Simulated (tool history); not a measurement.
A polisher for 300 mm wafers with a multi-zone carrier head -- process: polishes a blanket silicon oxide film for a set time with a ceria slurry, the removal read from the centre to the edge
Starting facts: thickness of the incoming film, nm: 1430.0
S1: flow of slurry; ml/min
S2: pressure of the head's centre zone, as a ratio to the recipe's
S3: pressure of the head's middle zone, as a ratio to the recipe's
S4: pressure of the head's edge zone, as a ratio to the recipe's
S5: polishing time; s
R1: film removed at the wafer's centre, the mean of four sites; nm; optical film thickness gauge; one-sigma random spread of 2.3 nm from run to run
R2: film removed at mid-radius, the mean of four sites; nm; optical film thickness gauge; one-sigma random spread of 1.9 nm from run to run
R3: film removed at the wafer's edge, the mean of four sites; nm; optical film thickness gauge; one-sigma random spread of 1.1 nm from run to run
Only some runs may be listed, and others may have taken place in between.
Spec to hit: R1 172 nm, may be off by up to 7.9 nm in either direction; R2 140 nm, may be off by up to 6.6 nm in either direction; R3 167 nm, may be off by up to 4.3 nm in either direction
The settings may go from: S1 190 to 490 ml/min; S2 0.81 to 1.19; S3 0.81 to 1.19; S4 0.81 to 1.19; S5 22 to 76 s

run	day	S1	S2	S3	S4	S5	R1	R2	R3
1	0	315	1	1	1	49	244.16	237.34	242.76
2	0.154	305	1	0.95	0.99	44	213.19	201.58	219.05
3	0.454	305	1	1	0.99	44	214.38	213.36	216.94
4	0.554	305	1	1	0.99	32	155.46	156.11	158.28
5	0.729	310	1.02	0.97	1	32	155.64	152.98	159.79
6	1	310	1.02	0.89	1	32	159.81	137.12	159.3
# day 1.2: slurry nozzle cleaned
7	1.2	310	1.03	0.89	1.01	32	176.21	149.81	169.67
8	1.446	310	1.03	0.88	1	32	174.16	148.7	166.75

5 candidate next runs follow, results not yet known. Just one meets every target within its allowed miss. Identify it.
A	1.692	365	1.02	0.9	0.97	32	?	?	?
B	1.692	445	1.19	0.92	1.14	29	?	?	?
C	1.692	345	1.07	0.88	1.11	30	?	?	?
D	1.692	260	0.94	1.01	0.96	33	?	?	?
E	1.692	245	1.02	1.01	0.97	32	?	?	?

move	R1	R2	R3
A	175.98	155.3	168.44
B	189.43	145.36	166.35
C	172.15	142.13	167.37
D	160.78	170.29	168.02
E	167.8	163.77	162.71
A: the biggest miss grows against the last run
B: puts the biggest miss on target and leaves a different result outside tolerance
C: meets every target
D: the biggest miss grows against the last run
E: the biggest miss grows against the last run
The move that meets every target is C.
